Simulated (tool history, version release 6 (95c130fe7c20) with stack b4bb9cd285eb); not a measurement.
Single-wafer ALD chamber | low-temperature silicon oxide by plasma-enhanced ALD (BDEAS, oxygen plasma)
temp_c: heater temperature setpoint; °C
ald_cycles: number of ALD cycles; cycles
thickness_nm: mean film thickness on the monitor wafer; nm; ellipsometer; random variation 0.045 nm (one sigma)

run 1 hour=0.0 | temp_c=100 ald_cycles=54 | thickness_nm=8.6004
run 2 hour=2.7 | temp_c=100 ald_cycles=48 | thickness_nm=7.6006
run 3 hour=8.3 | temp_c=100 ald_cycles=55 | thickness_nm=8.7994
run 4 hour=12.0 | temp_c=100 ald_cycles=51 | thickness_nm=8.1007
run 5 hour=13.8 | temp_c=98 ald_cycles=52 | thickness_nm=8.3275
run 6 hour=18.3 | temp_c=98 ald_cycles=45 | thickness_nm=7.2474
-- hour=21.8 thermocouple changed; heater temperature recalibrated
run 7 hour=21.8 | temp_c=96 ald_cycles=47 | thickness_nm=7.4150
run 8 hour=28.4 | temp_c=96 ald_cycles=49 | thickness_nm=7.7303

The next listed run, before its measurement:
run 9 hour=35.4 | temp_c=97 ald_cycles=50 | thickness_nm=?

Run 9 gave thickness_nm 7.8885 nm.
